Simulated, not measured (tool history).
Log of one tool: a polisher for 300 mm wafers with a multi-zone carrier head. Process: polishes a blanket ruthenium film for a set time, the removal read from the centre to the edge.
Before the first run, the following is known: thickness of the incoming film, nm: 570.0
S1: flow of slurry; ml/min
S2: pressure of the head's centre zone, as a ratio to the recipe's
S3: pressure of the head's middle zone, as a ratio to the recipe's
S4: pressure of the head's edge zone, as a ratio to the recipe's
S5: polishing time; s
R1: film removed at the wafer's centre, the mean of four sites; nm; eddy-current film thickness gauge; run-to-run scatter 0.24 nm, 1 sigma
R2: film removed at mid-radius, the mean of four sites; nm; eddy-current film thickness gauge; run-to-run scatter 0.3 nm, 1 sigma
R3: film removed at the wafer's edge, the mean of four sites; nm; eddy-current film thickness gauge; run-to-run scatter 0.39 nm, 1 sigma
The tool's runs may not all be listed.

run	hour	S1	S2	S3	S4	S5	R1	R2	R3
1	0	290	1	1	1	34	43.003	41.537	41.188
2	7.1	285	0.95	1	0.96	32	38.401	38.718	37.695
3	8.4	275	0.91	1	0.93	31	34.926	37.364	36.307
4	14.5	275	0.97	1	0.93	31	37.525	37.624	35.4
5	17.9	275	1.06	1	0.93	31	41.589	37.762	36.554
6	19.3	270	0.99	1	0.9	30	36.705	36.431	34.248
7	26.3	265	0.95	0.99	0.88	29	34.074	34.745	32.555
8	35.1	255	0.92	0.99	0.86	29	32.917	34.402	32.403
9	36.6	255	0.9	0.99	0.85	29	32.535	35.371	31.292
10	43	225	0.81	0.91	0.91	28	28.019	31.146	31.111

Estimate the outcome of run 11 from the log above:
11	46.4	230	0.82	0.93	0.89	28	?	?	?

{"run 11": {"R1": 28.207, "R2": 30.883, "R3": 31.129}}
